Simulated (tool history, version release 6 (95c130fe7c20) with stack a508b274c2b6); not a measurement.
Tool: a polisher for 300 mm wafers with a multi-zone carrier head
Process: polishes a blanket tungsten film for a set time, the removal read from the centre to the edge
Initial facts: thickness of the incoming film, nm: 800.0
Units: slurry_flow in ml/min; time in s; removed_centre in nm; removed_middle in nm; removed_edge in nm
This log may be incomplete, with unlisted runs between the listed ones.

run	hour	slurry_flow	centre_zone	middle_zone	edge_zone	slurry_solids	time	removed_centre	removed_middle	removed_edge
1	0	155	1	1	1	1	35	270.19	276.78	273.49
2	0.9	150	0.98	0.98	0.99	0.95	35	255.57	272.66	267.65
3	8	150	0.98	0.98	0.99	0.95	41	314.25	315.95	312.77
4	10.1	145	0.97	0.96	0.99	0.9	40	287.86	301.93	304.68
5	12.4	140	0.97	0.94	0.98	0.85	39	280.89	280.9	290.13
6	21.2	140	0.97	0.94	0.98	0.85	31	220.88	223.72	229.22

What does the tool deliver on the next run?
7	28	135	0.96	0.94	0.99	0.85	31	?	?	?

removed_centre: 214.43 nm
removed_middle: 226.19 nm
removed_edge: 232.54 nm

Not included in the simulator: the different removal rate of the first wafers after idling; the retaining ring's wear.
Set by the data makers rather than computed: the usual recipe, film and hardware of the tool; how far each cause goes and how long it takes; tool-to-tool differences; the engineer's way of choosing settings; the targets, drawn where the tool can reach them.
